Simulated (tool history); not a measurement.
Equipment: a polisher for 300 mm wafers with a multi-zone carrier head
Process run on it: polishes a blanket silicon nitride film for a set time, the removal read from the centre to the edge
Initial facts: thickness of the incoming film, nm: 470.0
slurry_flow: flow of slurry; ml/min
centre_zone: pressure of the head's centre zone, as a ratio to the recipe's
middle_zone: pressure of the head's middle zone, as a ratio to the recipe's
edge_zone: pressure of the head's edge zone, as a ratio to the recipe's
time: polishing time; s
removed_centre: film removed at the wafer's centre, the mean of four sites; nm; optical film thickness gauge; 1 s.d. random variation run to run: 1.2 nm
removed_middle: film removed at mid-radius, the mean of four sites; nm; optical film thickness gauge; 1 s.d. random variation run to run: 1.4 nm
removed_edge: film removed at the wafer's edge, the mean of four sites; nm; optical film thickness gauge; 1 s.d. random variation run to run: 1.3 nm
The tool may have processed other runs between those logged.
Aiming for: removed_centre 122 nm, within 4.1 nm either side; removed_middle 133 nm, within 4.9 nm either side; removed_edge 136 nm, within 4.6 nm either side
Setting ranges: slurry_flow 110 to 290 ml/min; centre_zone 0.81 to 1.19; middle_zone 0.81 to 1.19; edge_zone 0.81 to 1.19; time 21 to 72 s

run,hour,slurry_flow,centre_zone,middle_zone,edge_zone,time,removed_centre,removed_middle,removed_edge
1,0,185,1,1,1,46,100.47,96.907,96.936
2,2.8,190,0.98,1.02,1.05,49,106.84,103.99,107
3,5,190,1.04,1.02,1.05,49,111.64,104.73,107.86
4,5.6,190,1.11,1.02,1.05,49,119.02,102.22,106.11
5,9.7,190,1.11,1.02,1.05,43,103.44,91.098,92.993
6,13.5,200,1.06,1.05,1.09,46,106.91,100.78,101.14
7,20.1,200,1.02,1.06,1.11,49,112.46,108.97,109.03
8,27.9,200,0.98,1.06,1.13,51,110.43,109.76,115.07
9,33.7,235,0.95,1.16,1.19,58,126.58,140.99,137.27
10,38.6,235,0.95,1.16,1.19,58,125.32,142.88,132.73
# hour 39.6: centre zone pressure recalibrated
11,39.6,225,0.94,1.14,1.19,58,116.51,139.09,133.64
12,45.2,230,0.94,1.12,1.19,58,116.99,137.06,136.51
13,47.9,230,0.95,1.11,1.19,58,118.9,135.65,136.67

Of the 5 settings listed for the next run, only one would bring every result within its allowed miss of target. Which one?
A,50.6,190,0.95,1.03,1.19,63,?,?,?
B,50.6,220,0.92,1.04,1.19,62,?,?,?
C,50.6,145,0.92,1.11,1.19,63,?,?,?
D,50.6,290,0.88,1.18,1.19,58,?,?,?
E,50.6,225,0.96,1.06,1.14,60,?,?,?

move,removed_centre,removed_middle,removed_edge
A,122.07,136.52,145.13
B,118.66,137.92,144.71
C,113.36,140.15,141.05
D,109.73,148.05,138.12
E,120.23,135.99,137.18
A: brings the last run's worst result on target, with another outside its allowed miss
B: brings the last run's worst result on target, with another outside its allowed miss
C: its largest miss is bigger than the last run's
D: its largest miss is bigger than the last run's
E: in spec on every target
Correct choice: E, which meets every target

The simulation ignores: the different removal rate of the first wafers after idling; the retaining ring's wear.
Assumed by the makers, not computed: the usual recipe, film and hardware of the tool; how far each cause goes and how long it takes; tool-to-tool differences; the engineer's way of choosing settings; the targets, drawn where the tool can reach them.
